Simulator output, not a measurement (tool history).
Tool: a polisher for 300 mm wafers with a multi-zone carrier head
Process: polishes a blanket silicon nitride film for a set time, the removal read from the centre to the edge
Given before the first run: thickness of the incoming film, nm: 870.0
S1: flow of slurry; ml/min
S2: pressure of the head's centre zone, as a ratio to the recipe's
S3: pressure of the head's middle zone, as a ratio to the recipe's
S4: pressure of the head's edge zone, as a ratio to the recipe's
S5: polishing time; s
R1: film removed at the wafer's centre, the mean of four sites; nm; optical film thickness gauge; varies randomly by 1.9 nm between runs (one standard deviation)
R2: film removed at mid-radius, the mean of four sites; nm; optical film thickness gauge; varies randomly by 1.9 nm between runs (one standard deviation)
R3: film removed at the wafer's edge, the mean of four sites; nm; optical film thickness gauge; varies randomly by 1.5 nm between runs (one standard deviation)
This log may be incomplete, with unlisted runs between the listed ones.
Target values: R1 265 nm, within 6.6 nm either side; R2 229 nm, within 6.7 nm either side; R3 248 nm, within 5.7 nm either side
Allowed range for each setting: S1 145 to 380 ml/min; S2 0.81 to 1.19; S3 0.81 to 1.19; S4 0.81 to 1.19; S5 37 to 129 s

run    day   S1    S2    S3    S4  S5      R1      R2      R3
  1      0  245     1     1     1  83  184.94  186.96  191.78
  2    0.2  245  0.92     1     1  83  166.36  186.68  192.97
  3  0.288  280  0.92     1     1  83  171.36  191.73  197.35
  4  0.496  280  0.92     1  0.96  83  173.51  193.61  188.92
  5  0.571  290  0.95  1.01  0.98  84  178.75  192.54  196.01
  6  0.796  290  0.95  1.01  0.98  77  164.81  177.91  179.71
  7   1.05  295  0.98  1.02  0.99  79   175.5  188.17  185.66
  8  1.288  300  1.01  1.02  1.01  81  186.51  190.12  192.39
  9  1.592  300  1.01  1.02  1.01  81   186.4  193.75  188.88

Exactly one of the 4 candidate moves below puts every result within its allowed miss. Which one?
  A  1.896  320  0.82  1.15  1.07   62   ?   ?   ?
  B  1.896  235  1.12  0.88  1.07   89   ?   ?   ?
  C  1.896  205  1.16   0.9  1.13  103   ?   ?   ?
  D  1.896  245  1.18     1  1.13  101   ?   ?   ?

move      R1      R2      R3
   A  114.92  163.97  153.21
   B  217.97  183.56  215.61
   C  256.71   212.7  253.36
   D  262.24  231.65  252.02
A: the biggest miss grows against the last run
B: nearer than the last run, and not there yet
C: nearer than the last run, and not there yet
D: meets every target
The move that meets every target is D.

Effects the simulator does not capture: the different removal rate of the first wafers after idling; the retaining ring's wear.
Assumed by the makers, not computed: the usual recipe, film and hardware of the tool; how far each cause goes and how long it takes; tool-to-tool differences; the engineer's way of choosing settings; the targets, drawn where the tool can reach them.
